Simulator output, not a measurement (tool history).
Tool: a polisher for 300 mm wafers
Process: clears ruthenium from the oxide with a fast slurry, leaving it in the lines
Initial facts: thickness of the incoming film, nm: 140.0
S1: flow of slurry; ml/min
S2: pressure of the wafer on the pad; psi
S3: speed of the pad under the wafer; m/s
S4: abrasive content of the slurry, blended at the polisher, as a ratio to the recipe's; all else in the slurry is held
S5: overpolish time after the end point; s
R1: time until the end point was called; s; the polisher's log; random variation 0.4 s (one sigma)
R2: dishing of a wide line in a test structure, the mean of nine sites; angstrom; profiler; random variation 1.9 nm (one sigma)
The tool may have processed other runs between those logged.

| run | hour | S1 | S2 | S3 | S4 | S5 | R1 | R2 |
|---|---|---|---|---|---|---|---|---|
| 1 | 0.0 | 295 | 2.7 | 1.28 | 1.00 | 27 | 31.840 | 749.47 |
| 2 | 8.5 | 295 | 3.3 | 1.28 | 1.00 | 27 | 26.515 | 856.66 |
| 3 | 12.1 | 295 | 3.7 | 1.28 | 1.00 | 27 | 23.893 | 943.22 |
| 4 | 17.1 | 295 | 3.7 | 1.28 | 0.90 | 27 | 24.520 | 924.39 |
| 5 | 17.9 | 295 | 3.7 | 1.28 | 0.90 | 34 | 24.469 | 1045.30 |
| 6 | 22.3 | 295 | 3.7 | 1.28 | 1.05 | 34 | 22.572 | 1079.80 |
| 7 | 31.2 | 295 | 3.4 | 1.28 | 1.05 | 36 | 24.815 | 1044.10 |
| 8 | 33.1 | 295 | 3.2 | 1.28 | 1.05 | 38 | 26.241 | 1040.90 |

Forecast run 9:
| 9 | 39.7 | 295 | 3.0 | 1.28 | 1.05 | 39 | ? | ? |

R1: 28.267 s
R2: 1031.00 angstrom

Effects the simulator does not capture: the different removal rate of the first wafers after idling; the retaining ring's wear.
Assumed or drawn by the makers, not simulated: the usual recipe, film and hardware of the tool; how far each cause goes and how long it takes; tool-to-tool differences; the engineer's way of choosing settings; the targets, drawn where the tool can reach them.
